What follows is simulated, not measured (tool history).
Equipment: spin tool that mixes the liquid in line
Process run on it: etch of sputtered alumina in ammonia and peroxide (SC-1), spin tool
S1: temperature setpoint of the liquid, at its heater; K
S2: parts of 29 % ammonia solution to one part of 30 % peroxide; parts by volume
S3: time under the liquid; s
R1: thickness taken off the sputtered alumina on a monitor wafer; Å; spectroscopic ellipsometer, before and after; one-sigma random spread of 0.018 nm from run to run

Run 1, hour 0: S1 320.15 K, S2 0.45 parts by volume, S3 45 s. Result: R1 18.487 Å.
Run 2, hour 3.4: S1 320.15 K, S2 0.4 parts by volume, S3 45 s. Result: R1 18.279 Å.
Run 3, hour 8.1: S1 320.15 K, S2 0.3 parts by volume, S3 45 s. Result: R1 17.811 Å.
Run 4, hour 10.3: S1 317.15 K, S2 0.3 parts by volume, S3 45 s. Result: R1 14.748 Å.
At hour 14: heated supply line repaired.
Run 5, hour 14: S1 320.15 K, S2 0.3 parts by volume, S3 45 s. Result: R1 19.448 Å.
Run 6, hour 20.8: S1 314.65 K, S2 0.3 parts by volume, S3 45 s. Result: R1 14.12 Å.
Run 7, hour 27.2: S1 322.65 K, S2 0.3 parts by volume, S3 45 s. Result: R1 22.354 Å.

Predict the results of run 8:
Run 8, hour 32.5: S1 323.65 K, S2 0.3 parts by volume, S3 45 s. Result: R1 ?.

R1: 23.434 Å

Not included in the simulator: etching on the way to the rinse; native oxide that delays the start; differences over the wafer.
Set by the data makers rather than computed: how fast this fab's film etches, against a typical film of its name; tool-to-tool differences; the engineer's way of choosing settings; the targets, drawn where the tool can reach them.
